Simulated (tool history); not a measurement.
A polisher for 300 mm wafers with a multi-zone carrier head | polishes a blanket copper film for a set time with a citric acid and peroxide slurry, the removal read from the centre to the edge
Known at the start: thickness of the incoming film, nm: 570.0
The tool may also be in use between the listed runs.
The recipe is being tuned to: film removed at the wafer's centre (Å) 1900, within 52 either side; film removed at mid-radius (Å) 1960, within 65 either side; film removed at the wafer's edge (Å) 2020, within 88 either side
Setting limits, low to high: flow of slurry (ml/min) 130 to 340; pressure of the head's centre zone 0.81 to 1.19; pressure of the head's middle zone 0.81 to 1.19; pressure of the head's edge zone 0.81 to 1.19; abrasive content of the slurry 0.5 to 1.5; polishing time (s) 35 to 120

| run | hour | flow of slurry (ml/min) | pressure of the head's centre zone | pressure of the head's middle zone | pressure of the head's edge zone | abrasive content of the slurry | polishing time (s) | film removed at the wafer's centre (Å) | film removed at mid-radius (Å) | film removed at the wafer's edge (Å) |
|---|---|---|---|---|---|---|---|---|---|---|
| 1 | 0 | 220 | 1 | 1 | 1 | 1 | 77 | 1615.5 | 1661.9 | 1706.4 |
| 2 | 6.4 | 220 | 0.94 | 1 | 1 | 1 | 77 | 1546.5 | 1708.4 | 1709.8 |
| 3 | 15.1 | 225 | 0.95 | 1.01 | 1.01 | 1.05 | 77 | 1601.9 | 1721.3 | 1711.1 |
| 4 | 17.2 | 225 | 1.02 | 1.01 | 1.01 | 1.05 | 77 | 1647.4 | 1719.4 | 1711.3 |
| 5 | 22.7 | 225 | 1.02 | 1.01 | 1.06 | 1.05 | 77 | 1658.2 | 1718.5 | 1745.4 |
| 6 | 30.3 | 225 | 1.02 | 1.01 | 1.06 | 1.2 | 77 | 1725.7 | 1769.8 | 1779.4 |
| 7 | 32.6 | 225 | 1.02 | 1.01 | 1.07 | 1.2 | 77 | 1685.7 | 1775.2 | 1850.1 |
| 8 | 40.2 | 230 | 1.03 | 1.01 | 1.08 | 1.2 | 77 | 1744.7 | 1784.8 | 1827.1 |
| 9 | 40.9 | 235 | 1.03 | 1.01 | 1.09 | 1.2 | 77 | 1718 | 1762.6 | 1877.1 |
| 10 | 48.1 | 240 | 1.04 | 1.02 | 1.09 | 1.2 | 77 | 1730.3 | 1771.4 | 1854.2 |
| 11 | 56.5 | 240 | 1.05 | 1.03 | 1.09 | 1.25 | 77 | 1761.2 | 1858.7 | 1843.2 |
| 12 | 64 | 240 | 1.05 | 1.03 | 1.1 | 1.25 | 77 | 1760.7 | 1833.7 | 1902.4 |
| 13 | 72.8 | 245 | 1.06 | 1.03 | 1.1 | 1.25 | 77 | 1770.2 | 1822 | 1853.9 |
| 14 | 76.5 | 245 | 1.06 | 1.03 | 1.11 | 1.25 | 77 | 1768.3 | 1821.2 | 1859.2 |

Exactly one of the 4 candidate moves below puts every result within its allowed miss. Which one?
| A | 80.2 | 255 | 1.08 | 1.04 | 1.14 | 1.3 | 80 | ? | ? | ? |
| B | 80.2 | 225 | 0.84 | 0.86 | 1.19 | 1.2 | 83 | ? | ? | ? |
| C | 80.2 | 240 | 0.98 | 0.97 | 1.19 | 1.35 | 85 | ? | ? | ? |
| D | 80.2 | 245 | 0.81 | 0.84 | 1.19 | 1.4 | 87 | ? | ? | ? |

| move | film removed at the wafer's centre (Å) | film removed at mid-radius (Å) | film removed at the wafer's edge (Å) |
|---|---|---|---|
| A | 1888.6 | 1974 | 2003.5 |
| B | 1638.9 | 1692.9 | 2069.9 |
| C | 1898.3 | 1984.1 | 2188.8 |
| D | 1765.6 | 1822.8 | 2267.6 |
A: meets every target
B: moves away from the targets compared with the last run
C: puts the biggest miss on target and leaves a different result outside tolerance
D: moves away from the targets compared with the last run
Move A is the one to make.
